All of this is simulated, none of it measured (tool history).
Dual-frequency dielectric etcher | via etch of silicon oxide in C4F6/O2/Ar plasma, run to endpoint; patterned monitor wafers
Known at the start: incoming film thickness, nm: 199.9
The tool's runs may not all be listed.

Run 1, hour 0: bias power (kW) 0.437, source power (kW) 0.43, Ar flow (sccm) 250. Result: endpoint time (s) 43.819.
Run 2, hour 4.3: bias power (kW) 0.386, source power (kW) 0.38, Ar flow (sccm) 279. Result: endpoint time (s) 51.347.
Run 3, hour 7: bias power (kW) 0.439, source power (kW) 0.38, Ar flow (sccm) 279. Result: endpoint time (s) 47.329.
Run 4, hour 8.4: bias power (kW) 0.439, source power (kW) 0.42, Ar flow (sccm) 279. Result: endpoint time (s) 44.666.
Run 5, hour 9.4: bias power (kW) 0.389, source power (kW) 0.39, Ar flow (sccm) 281. Result: endpoint time (s) 50.041.
Run 6, hour 15.4: bias power (kW) 0.46, source power (kW) 0.39, Ar flow (sccm) 281. Result: endpoint time (s) 45.384.

The next listed run, before its measurement:
Run 7, hour 23: bias power (kW) 0.405, source power (kW) 0.37, Ar flow (sccm) 283. Result: endpoint time (s) ?.

endpoint time (s): 50.399
